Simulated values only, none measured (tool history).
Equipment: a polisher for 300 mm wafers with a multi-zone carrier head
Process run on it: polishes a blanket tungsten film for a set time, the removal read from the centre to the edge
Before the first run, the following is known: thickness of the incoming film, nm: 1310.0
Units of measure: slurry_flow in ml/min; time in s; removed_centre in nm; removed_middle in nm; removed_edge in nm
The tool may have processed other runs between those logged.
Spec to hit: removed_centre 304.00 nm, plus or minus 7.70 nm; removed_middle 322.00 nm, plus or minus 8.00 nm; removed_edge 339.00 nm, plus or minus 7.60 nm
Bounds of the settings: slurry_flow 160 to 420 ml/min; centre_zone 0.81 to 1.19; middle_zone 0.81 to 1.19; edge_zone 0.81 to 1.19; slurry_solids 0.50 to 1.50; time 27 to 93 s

Run 1, hour 0.0: slurry_flow 270 ml/min, centre_zone 1.00, middle_zone 1.00, edge_zone 1.00, slurry_solids 1.00, time 59 s. Result: removed_centre 254.93 nm, removed_middle 265.14 nm, removed_edge 261.71 nm.
Run 2, hour 7.5: slurry_flow 270 ml/min, centre_zone 1.00, middle_zone 0.95, edge_zone 1.00, slurry_solids 1.00, time 59 s. Result: removed_centre 260.38 nm, removed_middle 259.15 nm, removed_edge 260.88 nm.
Run 3, hour 8.2: slurry_flow 285 ml/min, centre_zone 1.00, middle_zone 0.98, edge_zone 1.05, slurry_solids 1.15, time 60 s. Result: removed_centre 269.69 nm, removed_middle 272.61 nm, removed_edge 280.63 nm.
Run 4, hour 15.5: slurry_flow 295 ml/min, centre_zone 1.00, middle_zone 1.01, edge_zone 1.09, slurry_solids 1.25, time 61 s. Result: removed_centre 280.32 nm, removed_middle 287.60 nm, removed_edge 289.52 nm.
Run 5, hour 18.8: slurry_flow 295 ml/min, centre_zone 1.00, middle_zone 1.01, edge_zone 1.09, slurry_solids 1.15, time 61 s. Result: removed_centre 277.83 nm, removed_middle 285.78 nm, removed_edge 289.53 nm.
Run 6, hour 23.7: slurry_flow 225 ml/min, centre_zone 1.00, middle_zone 1.01, edge_zone 1.09, slurry_solids 1.15, time 61 s. Result: removed_centre 272.34 nm, removed_middle 276.23 nm, removed_edge 282.04 nm.
Run 7, hour 30.3: slurry_flow 250 ml/min, centre_zone 0.99, middle_zone 1.01, edge_zone 1.12, slurry_solids 1.25, time 62 s. Result: removed_centre 276.87 nm, removed_middle 288.79 nm, removed_edge 300.64 nm.
Run 8, hour 31.5: slurry_flow 250 ml/min, centre_zone 0.99, middle_zone 1.01, edge_zone 1.12, slurry_solids 1.25, time 62 s. Result: removed_centre 278.15 nm, removed_middle 294.07 nm, removed_edge 301.29 nm.
Run 9, hour 34.7: slurry_flow 260 ml/min, centre_zone 0.99, middle_zone 1.01, edge_zone 1.14, slurry_solids 1.30, time 63 s. Result: removed_centre 286.91 nm, removed_middle 297.37 nm, removed_edge 308.70 nm.
Run 10, hour 39.7: slurry_flow 260 ml/min, centre_zone 0.99, middle_zone 1.01, edge_zone 1.14, slurry_solids 1.30, time 63 s. Result: removed_centre 284.38 nm, removed_middle 298.38 nm, removed_edge 308.75 nm.
Run 11, hour 43.5: slurry_flow 270 ml/min, centre_zone 0.99, middle_zone 1.01, edge_zone 1.16, slurry_solids 1.35, time 64 s. Result: removed_centre 295.88 nm, removed_middle 307.62 nm, removed_edge 324.23 nm.
Run 12, hour 45.0: slurry_flow 285 ml/min, centre_zone 0.99, middle_zone 1.01, edge_zone 1.17, slurry_solids 1.40, time 64 s. Result: removed_centre 298.07 nm, removed_middle 312.11 nm, removed_edge 324.08 nm.
Run 13, hour 52.2: slurry_flow 285 ml/min, centre_zone 0.99, middle_zone 1.01, edge_zone 1.18, slurry_solids 1.45, time 64 s. Result: removed_centre 301.58 nm, removed_middle 308.46 nm, removed_edge 330.92 nm.
Run 14, hour 55.1: slurry_flow 290 ml/min, centre_zone 0.99, middle_zone 1.02, edge_zone 1.18, slurry_solids 1.45, time 64 s. Result: removed_centre 297.48 nm, removed_middle 313.24 nm, removed_edge 329.63 nm.
Run 15, hour 60.5: slurry_flow 295 ml/min, centre_zone 0.99, middle_zone 1.02, edge_zone 1.18, slurry_solids 1.45, time 64 s. Result: removed_centre 302.04 nm, removed_middle 311.89 nm, removed_edge 328.82 nm.
Run 16, hour 63.4: slurry_flow 295 ml/min, centre_zone 0.98, middle_zone 1.02, edge_zone 1.18, slurry_solids 1.45, time 64 s. Result: removed_centre 294.70 nm, removed_middle 311.82 nm, removed_edge 331.88 nm.
Run 17, hour 69.6: slurry_flow 300 ml/min, centre_zone 0.98, middle_zone 1.03, edge_zone 1.18, slurry_solids 1.45, time 64 s. Result: removed_centre 295.01 nm, removed_middle 317.50 nm, removed_edge 326.84 nm.

Which one of the following 4 next-run settings gets every result inside its allowed miss? There is exactly one.
Run A, hour 75.8: slurry_flow 370 ml/min, centre_zone 1.03, middle_zone 1.00, edge_zone 1.18, slurry_solids 1.30, time 63 s. Result: removed_centre ?, removed_middle ?, removed_edge ?.
Run B, hour 75.8: slurry_flow 320 ml/min, centre_zone 0.97, middle_zone 1.08, edge_zone 1.11, slurry_solids 1.40, time 62 s. Result: removed_centre ?, removed_middle ?, removed_edge ?.
Run C, hour 75.8: slurry_flow 290 ml/min, centre_zone 1.00, middle_zone 0.97, edge_zone 1.16, slurry_solids 1.50, time 68 s. Result: removed_centre ?, removed_middle ?, removed_edge ?.
Run D, hour 75.8: slurry_flow 260 ml/min, centre_zone 0.99, middle_zone 1.02, edge_zone 1.19, slurry_solids 1.35, time 67 s. Result: removed_centre ?, removed_middle ?, removed_edge ?.

move  removed_centre  removed_middle  removed_edge
   A          306.53          302.28        321.05
   B          286.51          314.48        308.25
   C          325.41          324.34        349.33
   D          308.63          320.77        339.54
A: its largest miss is bigger than the last run's
B: its largest miss is bigger than the last run's
C: the result that was furthest off in the last run now lies on the other side of its target
D: meets every target
Correct choice: D, which meets every target

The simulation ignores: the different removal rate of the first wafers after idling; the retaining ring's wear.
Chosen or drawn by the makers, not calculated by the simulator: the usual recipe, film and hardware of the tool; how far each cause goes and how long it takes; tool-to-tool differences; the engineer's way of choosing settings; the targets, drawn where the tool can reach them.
